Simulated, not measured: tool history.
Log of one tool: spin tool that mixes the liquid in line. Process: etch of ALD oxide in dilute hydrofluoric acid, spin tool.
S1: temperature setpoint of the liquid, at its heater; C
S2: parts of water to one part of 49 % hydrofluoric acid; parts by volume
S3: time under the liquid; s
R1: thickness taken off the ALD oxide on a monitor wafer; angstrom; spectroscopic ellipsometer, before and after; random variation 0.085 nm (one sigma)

run	hour	S1	S2	S3	R1
1	0	23	125	305	195.92
2	5.3	25.5	125	305	218.19
3	13.2	26.5	125	305	225.84
4	20.7	26.5	125	325	238.11
5	28.8	24.5	125	325	224.12
6	35	22.5	130	325	193.77
7	36.5	21	130	325	185.56
8	41.6	20	130	325	178.42

Forecast run 9:
9	49.8	19	130	325	?

Run 9 gave R1 172.82 angstrom.
